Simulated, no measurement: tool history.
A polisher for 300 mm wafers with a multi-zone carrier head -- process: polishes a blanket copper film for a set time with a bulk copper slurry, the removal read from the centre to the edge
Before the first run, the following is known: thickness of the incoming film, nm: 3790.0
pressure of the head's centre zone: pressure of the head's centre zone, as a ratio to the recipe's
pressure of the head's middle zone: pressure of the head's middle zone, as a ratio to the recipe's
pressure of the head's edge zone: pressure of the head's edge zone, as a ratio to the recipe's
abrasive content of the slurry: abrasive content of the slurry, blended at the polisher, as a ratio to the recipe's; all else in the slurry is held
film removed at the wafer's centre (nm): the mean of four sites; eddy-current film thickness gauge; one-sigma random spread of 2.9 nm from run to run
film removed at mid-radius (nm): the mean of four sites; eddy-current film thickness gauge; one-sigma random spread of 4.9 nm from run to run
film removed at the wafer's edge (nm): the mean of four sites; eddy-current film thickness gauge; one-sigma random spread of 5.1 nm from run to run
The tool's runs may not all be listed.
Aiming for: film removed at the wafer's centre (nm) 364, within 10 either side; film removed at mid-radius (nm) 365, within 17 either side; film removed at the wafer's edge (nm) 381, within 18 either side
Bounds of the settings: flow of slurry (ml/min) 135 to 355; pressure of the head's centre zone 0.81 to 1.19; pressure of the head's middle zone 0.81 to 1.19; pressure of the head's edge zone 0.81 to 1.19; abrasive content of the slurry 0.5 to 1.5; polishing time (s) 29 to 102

run,hour,flow of slurry (ml/min),pressure of the head's centre zone,pressure of the head's middle zone,pressure of the head's edge zone,abrasive content of the slurry,polishing time (s),film removed at the wafer's centre (nm),film removed at mid-radius (nm),film removed at the wafer's edge (nm)
1,0,225,1,1,1,1,65,693.64,677.85,692
2,4.2,220,0.97,0.97,0.97,0.85,57,579.78,571.45,591.64
3,6.2,250,0.97,0.97,0.97,0.85,57,581.61,574.2,592.04
4,13.8,250,0.97,0.97,0.93,0.85,57,584.75,581.8,587.11
5,17.8,250,0.97,0.93,0.93,0.85,57,589.17,563.89,584.73
6,22.6,250,0.95,0.92,0.91,0.75,51,504.55,482.92,519.21
7,24.7,255,0.94,0.93,0.89,0.7,47,456.96,439.83,457.54
8,31,250,0.92,0.93,0.87,0.65,46,428.29,439.56,442.3
9,31.5,220,0.91,0.83,0.83,0.5,39,342.36,323.37,337.18
10,39.7,240,0.91,0.85,0.85,0.5,39,344.39,332.32,350.56
11,43.6,250,0.91,0.87,0.86,0.5,39,343.42,343.47,352.97
12,52.5,255,0.92,0.88,0.88,0.5,39,357.21,345.78,355.07

Below are 5 possible settings for the next run. Only one of them brings all results inside the allowed miss of their targets. Which is it?
A,61.4,225,1.13,0.86,0.81,0.5,36,?,?,?
B,61.4,185,0.96,0.88,0.88,0.55,39,?,?,?
C,61.4,240,0.97,0.81,0.94,0.6,38,?,?,?
D,61.4,255,0.88,0.86,0.87,0.55,41,?,?,?
E,61.4,230,1.05,1.13,0.81,0.5,37,?,?,?

move,film removed at the wafer's centre (nm),film removed at mid-radius (nm),film removed at the wafer's edge (nm)
A,389.28,304.59,310.36
B,362.21,330.49,347.57
C,374.07,324.41,362.78
D,369.52,357.4,374.21
E,377.08,360.28,318.9
A: further off than the last run
B: further off than the last run
C: further off than the last run
D: all results in spec
E: further off than the last run
Move D is the one to make.

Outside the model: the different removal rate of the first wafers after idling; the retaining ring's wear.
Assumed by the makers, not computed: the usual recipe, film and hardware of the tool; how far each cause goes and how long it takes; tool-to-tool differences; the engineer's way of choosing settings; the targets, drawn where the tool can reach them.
